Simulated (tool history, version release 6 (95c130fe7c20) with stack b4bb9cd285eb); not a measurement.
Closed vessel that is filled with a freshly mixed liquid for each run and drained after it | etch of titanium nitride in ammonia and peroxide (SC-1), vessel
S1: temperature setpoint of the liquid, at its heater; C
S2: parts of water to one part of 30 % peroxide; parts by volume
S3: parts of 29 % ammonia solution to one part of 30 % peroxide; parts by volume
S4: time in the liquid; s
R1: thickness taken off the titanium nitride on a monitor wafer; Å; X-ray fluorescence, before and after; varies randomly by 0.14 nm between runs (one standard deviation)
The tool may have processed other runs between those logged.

{"run": 1, "hour": 0.0, "S1": 52, "S2": 7, "S3": 0.5, "S4": 240, "R1": 153.55}
{"run": 2, "hour": 5.9, "S1": 52, "S2": 7, "S3": 0.5, "S4": 170, "R1": 109.37}
{"run": 3, "hour": 10.4, "S1": 55.5, "S2": 6.5, "S3": 0.55, "S4": 175, "R1": 150.04}
{"run": 4, "hour": 14.2, "S1": 58, "S2": 6, "S3": 0.65, "S4": 190, "R1": 204.21}
{"run": 5, "hour": 16.4, "S1": 54, "S2": 6, "S3": 0.65, "S4": 190, "R1": 156.7}
{"run": 6, "hour": 17.6, "S1": 54, "S2": 6, "S3": 0.65, "S4": 170, "R1": 140.6}

For run 7, what comes out?
{"run": 7, "hour": 23.0, "S1": 62, "S2": 5, "S3": 0.75, "S4": 185, "R1": "?"}

R1: 288.85 Å
